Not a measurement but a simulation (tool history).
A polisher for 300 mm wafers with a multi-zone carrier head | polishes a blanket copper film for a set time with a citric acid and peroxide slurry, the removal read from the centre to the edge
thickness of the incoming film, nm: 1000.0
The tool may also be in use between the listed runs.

run  hour  flow of slurry (ml/min)  pressure of the head's centre zone  pressure of the head's middle zone  pressure of the head's edge zone  abrasive content of the slurry  polishing time (s)  film removed at the wafer's centre (nm)  film removed at mid-radius (nm)  film removed at the wafer's edge (nm)
  1   0.0                      160                                1.00                                1.00                              1.00                            1.00                  39                                  110.510                          108.900                                108.960
  2   9.0                      150                                0.98                                0.96                              0.95                            0.85                  39                                  104.680                          100.550                                103.290
  3  10.2                      140                                0.97                                0.95                              0.92                            0.75                  38                                   94.250                           92.042                                 95.330
  4  12.8                      140                                0.97                                0.95                              0.92                            0.85                  38                                   98.630                           95.752                                 97.937
  5  16.1                      140                                0.97                                1.00                              0.92                            0.85                  38                                   97.203                          101.020                                 99.005
  6  17.7                      140                                0.92                                1.00                              0.92                            0.85                  38                                   95.364                           98.434                                 96.775

Run 7 comes next. What will it give?
  7  25.6                      140                                0.90                                0.96                              0.88                            0.85                  38                                        ?                                ?                                      ?

Run 7 gave film removed at the wafer's centre (nm) 92.212, film removed at mid-radius (nm) 95.493, film removed at the wafer's edge (nm) 96.779.
